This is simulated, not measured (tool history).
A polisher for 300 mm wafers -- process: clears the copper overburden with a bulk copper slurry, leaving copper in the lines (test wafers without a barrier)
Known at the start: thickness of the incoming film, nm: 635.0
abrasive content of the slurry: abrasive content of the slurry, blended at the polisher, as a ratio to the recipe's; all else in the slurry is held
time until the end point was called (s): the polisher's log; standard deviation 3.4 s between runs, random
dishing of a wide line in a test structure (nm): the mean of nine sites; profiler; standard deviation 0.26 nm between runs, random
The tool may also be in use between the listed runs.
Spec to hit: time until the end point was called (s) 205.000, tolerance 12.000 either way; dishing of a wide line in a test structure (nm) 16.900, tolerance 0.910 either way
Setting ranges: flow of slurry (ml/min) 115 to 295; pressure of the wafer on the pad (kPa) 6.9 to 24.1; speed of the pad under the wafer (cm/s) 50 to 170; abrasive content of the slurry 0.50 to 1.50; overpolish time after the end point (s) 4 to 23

run,hour,flow of slurry (ml/min),pressure of the wafer on the pad (kPa),speed of the pad under the wafer (cm/s),abrasive content of the slurry,overpolish time after the end point (s),time until the end point was called (s),dishing of a wide line in a test structure (nm)
1,0.0,190,15.2,110,1.00,12,90.509,49.737
2,7.2,190,15.2,110,0.80,12,92.690,47.568
3,15.4,190,17.2,110,0.80,12,82.930,50.274
4,21.9,185,16.5,102,0.75,11,92.457,45.327
5,28.1,210,16.5,102,0.75,11,89.497,45.135
6,30.5,210,20.0,102,0.75,11,75.301,53.618
7,36.6,210,18.6,96,0.70,10,89.345,44.645
8,43.7,215,17.2,94,0.65,9,95.369,39.346
9,51.1,205,13.1,64,0.60,4,192.290,11.468
10,53.9,200,13.1,64,0.60,5,186.190,14.348
11,60.8,195,13.1,64,0.60,5,182.030,14.333
12,64.6,200,11.7,60,0.60,11,226.940,23.246
13,73.3,205,11.7,62,0.65,9,207.280,20.237
14,75.9,200,11.7,62,0.65,9,212.330,20.430
15,84.5,195,11.7,64,0.60,8,215.390,18.993
16,87.6,200,11.7,64,0.60,8,210.030,18.953
17,88.4,205,11.7,62,0.70,8,200.160,19.100
18,96.8,205,11.0,62,0.75,6,219.920,14.424

Pick the move, out of 5, that brings all results within their allowed miss; only one does.
A,105.2,215,10.3,68,0.85,7,?,?
B,105.2,215,13.1,66,0.75,5,?,?
C,105.2,195,15.9,54,0.65,7,?,?
D,105.2,225,9.0,64,0.85,7,?,?
E,105.2,200,9.0,68,1.00,8,?,?

move,time until the end point was called (s),dishing of a wide line in a test structure (nm)
A,211.880,16.596
B,177.460,14.622
C,184.740,19.101
D,255.940,13.987
E,237.940,16.697
A: every result within its allowed miss
B: nearer than the last run, and not there yet
C: moves the result that the last run missed by most past its target, out the other side
D: its largest miss is bigger than the last run's
E: the furthest-off result lands on target, but another misses its tolerance
Move A is the one to make.

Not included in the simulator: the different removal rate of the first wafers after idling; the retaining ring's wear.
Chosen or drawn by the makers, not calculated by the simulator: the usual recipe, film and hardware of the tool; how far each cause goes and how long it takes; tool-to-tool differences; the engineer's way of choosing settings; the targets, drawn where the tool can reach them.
